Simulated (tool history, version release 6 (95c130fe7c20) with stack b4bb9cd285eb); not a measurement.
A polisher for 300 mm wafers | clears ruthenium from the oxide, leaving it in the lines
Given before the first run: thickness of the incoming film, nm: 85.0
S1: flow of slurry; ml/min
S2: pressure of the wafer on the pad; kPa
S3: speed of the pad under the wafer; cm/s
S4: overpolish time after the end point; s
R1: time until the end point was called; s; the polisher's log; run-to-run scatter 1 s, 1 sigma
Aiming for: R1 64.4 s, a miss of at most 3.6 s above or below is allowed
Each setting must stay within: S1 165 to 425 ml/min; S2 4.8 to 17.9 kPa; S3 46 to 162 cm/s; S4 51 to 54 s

{"run": 1, "day": 0.0, "S1": 275, "S2": 11, "S3": 104, "S4": 51, "R1": 107.67}
{"run": 2, "day": 0.283, "S1": 315, "S2": 11, "S3": 104, "S4": 51, "R1": 111.21}
{"run": 3, "day": 0.488, "S1": 315, "S2": 12.4, "S3": 106, "S4": 51, "R1": 96.656}
{"run": 4, "day": 0.775, "S1": 315, "S2": 13.8, "S3": 108, "S4": 51, "R1": 81.459}
{"run": 5, "day": 0.821, "S1": 315, "S2": 14.5, "S3": 108, "S4": 51, "R1": 82.16}
{"run": 6, "day": 0.942, "S1": 315, "S2": 15.2, "S3": 108, "S4": 51, "R1": 78.441}
{"run": 7, "day": 1.3, "S1": 315, "S2": 15.9, "S3": 108, "S4": 51, "R1": 73.481}
{"run": 8, "day": 1.462, "S1": 315, "S2": 16.5, "S3": 108, "S4": 51, "R1": 69.268}
{"run": 9, "day": 1.642, "S1": 315, "S2": 17.2, "S3": 108, "S4": 51, "R1": 68.399}
{"run": 10, "day": 1.667, "S1": 315, "S2": 17.2, "S3": 108, "S4": 51, "R1": 68.015}

4 next moves are on the table. One of them brings every result within its allowed miss. Which?
{"run": "A", "day": 1.692, "S1": 240, "S2": 17.2, "S3": 104, "S4": 54, "R1": "?"}
{"run": "B", "day": 1.692, "S1": 345, "S2": 16.5, "S3": 106, "S4": 54, "R1": "?"}
{"run": "C", "day": 1.692, "S1": 225, "S2": 17.9, "S3": 112, "S4": 51, "R1": "?"}
{"run": "D", "day": 1.692, "S1": 315, "S2": 16.5, "S3": 104, "S4": 54, "R1": "?"}

move=A R1=73.796
move=B R1=73.404
move=C R1=66.433
move=D R1=75.241
A: the biggest miss grows against the last run
B: the biggest miss grows against the last run
C: every result lands within tolerance
D: the biggest miss grows against the last run
Move C is the one to make.
